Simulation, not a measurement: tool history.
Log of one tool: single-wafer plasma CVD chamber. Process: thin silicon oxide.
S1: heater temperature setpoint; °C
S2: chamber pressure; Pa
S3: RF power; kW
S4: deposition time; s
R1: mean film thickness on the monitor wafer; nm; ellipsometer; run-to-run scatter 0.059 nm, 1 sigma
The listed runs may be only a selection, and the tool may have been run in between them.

{"run": 1, "day": 0.0, "S1": 395, "S2": 131.2, "S3": 0.365, "S4": 8.01, "R1": 20.637}
{"run": 2, "day": 0.054, "S1": 395, "S2": 137.9, "S3": 0.365, "S4": 8.01, "R1": 21.15}
{"run": 3, "day": 0.325, "S1": 395, "S2": 137.9, "S3": 0.41, "S4": 8.01, "R1": 22.016}
{"run": 4, "day": 0.367, "S1": 395, "S2": 142.5, "S3": 0.41, "S4": 8.01, "R1": 22.585}
{"run": 5, "day": 0.488, "S1": 395, "S2": 119.7, "S3": 0.41, "S4": 8.01, "R1": 19.98}
{"run": 6, "day": 0.796, "S1": 395, "S2": 130.7, "S3": 0.41, "S4": 8.01, "R1": 21.281}

Predict the results of run 7:
{"run": 7, "day": 1.133, "S1": 395, "S2": 136.7, "S3": 0.41, "S4": 8.01, "R1": "?"}

R1: 22.021 nm

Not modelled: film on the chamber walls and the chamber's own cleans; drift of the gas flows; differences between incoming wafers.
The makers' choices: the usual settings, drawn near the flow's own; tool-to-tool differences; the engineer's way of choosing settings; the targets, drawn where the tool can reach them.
